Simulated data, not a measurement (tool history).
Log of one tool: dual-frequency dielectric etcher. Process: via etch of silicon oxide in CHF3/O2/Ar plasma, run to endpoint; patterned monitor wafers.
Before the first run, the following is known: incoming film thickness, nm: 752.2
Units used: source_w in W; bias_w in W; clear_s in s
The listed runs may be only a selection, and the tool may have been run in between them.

| run | hour | source_w | bias_w | clear_s |
|---|---|---|---|---|
| 1 | 0.0 | 750 | 136 | 391.32 |
| 2 | 3.2 | 720 | 136 | 393.51 |
| 3 | 11.2 | 690 | 134 | 400.56 |
| 4 | 12.4 | 660 | 132 | 409.18 |
| 5 | 17.5 | 750 | 132 | 392.87 |
| 6 | 25.3 | 720 | 131 | 400.50 |

Estimate the outcome of run 7 from the log above:
| 7 | 34.3 | 690 | 130 | ? |

clear_s: 406.65 s
